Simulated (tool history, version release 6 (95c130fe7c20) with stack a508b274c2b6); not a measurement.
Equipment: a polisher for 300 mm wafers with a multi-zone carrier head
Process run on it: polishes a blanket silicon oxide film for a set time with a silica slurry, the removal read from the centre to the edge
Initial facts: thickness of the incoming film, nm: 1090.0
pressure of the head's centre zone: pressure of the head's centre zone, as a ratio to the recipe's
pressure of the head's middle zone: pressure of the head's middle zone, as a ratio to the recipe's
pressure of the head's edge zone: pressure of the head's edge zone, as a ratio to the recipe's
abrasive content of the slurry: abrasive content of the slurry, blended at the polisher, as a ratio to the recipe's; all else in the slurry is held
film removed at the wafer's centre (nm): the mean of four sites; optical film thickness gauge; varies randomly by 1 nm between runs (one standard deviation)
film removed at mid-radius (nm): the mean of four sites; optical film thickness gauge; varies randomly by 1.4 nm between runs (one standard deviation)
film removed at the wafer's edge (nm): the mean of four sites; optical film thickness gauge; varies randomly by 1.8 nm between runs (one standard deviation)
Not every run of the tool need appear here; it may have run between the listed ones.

run,day,flow of slurry (ml/min),pressure of the head's centre zone,pressure of the head's middle zone,pressure of the head's edge zone,abrasive content of the slurry,polishing time (s),film removed at the wafer's centre (nm),film removed at mid-radius (nm),film removed at the wafer's edge (nm)
1,0.000,175,1.00,1.00,1.00,1.00,61,239.75,243.00,242.67
2,0.079,165,0.98,0.95,0.96,0.85,58,201.89,196.93,205.90
3,0.275,165,0.98,0.95,0.96,1.00,58,223.22,215.83,223.50
4,0.496,165,0.98,0.95,0.89,1.00,58,220.69,211.96,220.60
5,0.600,165,0.98,0.95,0.89,1.15,58,237.38,236.36,236.15
6,0.746,165,1.06,0.95,0.89,1.15,58,259.27,232.35,228.80
7,0.967,160,1.03,0.94,0.88,0.95,57,220.89,202.07,207.83
8,1.100,170,0.99,0.91,0.82,0.70,50,155.25,145.27,141.81
9,1.362,160,0.99,0.90,0.86,0.70,50,153.06,139.50,147.93
10,1.575,160,0.99,0.90,0.88,0.70,50,153.56,139.50,149.46
11,1.662,160,0.99,0.90,0.88,0.70,50,152.95,140.49,148.10
12,1.838,160,0.99,0.90,0.90,0.70,50,153.38,142.80,148.31

Run 13 is up next; what results do you expect?
13,2.104,150,0.99,0.90,0.92,0.70,50,?,?,?

{"run 13": {"film removed at the wafer's centre (nm)": 152.51, "film removed at mid-radius (nm)": 143.06, "film removed at the wafer's edge (nm)": 146.43}}
